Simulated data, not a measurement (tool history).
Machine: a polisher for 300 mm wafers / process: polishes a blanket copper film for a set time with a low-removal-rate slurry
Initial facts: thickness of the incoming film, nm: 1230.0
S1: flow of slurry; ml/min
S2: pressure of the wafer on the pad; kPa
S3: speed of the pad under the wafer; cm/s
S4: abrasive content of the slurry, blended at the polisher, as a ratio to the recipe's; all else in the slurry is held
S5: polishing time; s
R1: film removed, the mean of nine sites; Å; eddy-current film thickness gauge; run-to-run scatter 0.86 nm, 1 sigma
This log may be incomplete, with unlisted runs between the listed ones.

run 1 hour=0 | S1=285 S2=13.1 S3=136 S4=1 S5=33 | R1=1100.1
run 2 hour=4.6 | S1=290 S2=13.8 S3=136 S4=1 S5=33 | R1=1161.8
run 3 hour=8.9 | S1=290 S2=13.8 S3=136 S4=1.1 S5=33 | R1=1180.7
run 4 hour=14.8 | S1=295 S2=13.8 S3=136 S4=1.1 S5=33 | R1=1180.3
-- hour=17.6 head pressure recalibrated
run 5 hour=17.6 | S1=295 S2=13.8 S3=110 S4=1.1 S5=33 | R1=933.66
run 6 hour=19.7 | S1=295 S2=13.8 S3=110 S4=1.1 S5=33 | R1=930.42

For run 7, what comes out?
run 7 hour=23.9 | S1=295 S2=14.5 S3=110 S4=1.1 S5=33 | R1=?

Logged for run 7: R1 979.08 Å.
